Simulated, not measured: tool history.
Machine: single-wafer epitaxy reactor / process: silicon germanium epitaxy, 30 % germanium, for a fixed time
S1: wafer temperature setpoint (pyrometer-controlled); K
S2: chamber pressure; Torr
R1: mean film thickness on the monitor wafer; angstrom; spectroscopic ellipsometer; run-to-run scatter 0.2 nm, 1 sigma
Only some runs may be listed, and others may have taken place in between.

run  hour      S1    S2      R1
  1     0  863.15  26.1  553.04
  2   7.5  863.15  30.6  586.15
  3   8.3  863.15  26.3  563.95
  4  13.3  860.15  26.1  528.46
  5  14.3  867.15  26.1  608.28
  6  20.5  863.15  25.9  557.31
  7  24.9  851.15    25  427.23
  8  33.6  850.15    25  414.66
  9  38.4  849.15    25  412.19
 10  39.2  848.15    25  401.41

What does the tool deliver on the next run?
 11  42.2  847.15  25   ?

Run 11 yielded R1 386 angstrom.

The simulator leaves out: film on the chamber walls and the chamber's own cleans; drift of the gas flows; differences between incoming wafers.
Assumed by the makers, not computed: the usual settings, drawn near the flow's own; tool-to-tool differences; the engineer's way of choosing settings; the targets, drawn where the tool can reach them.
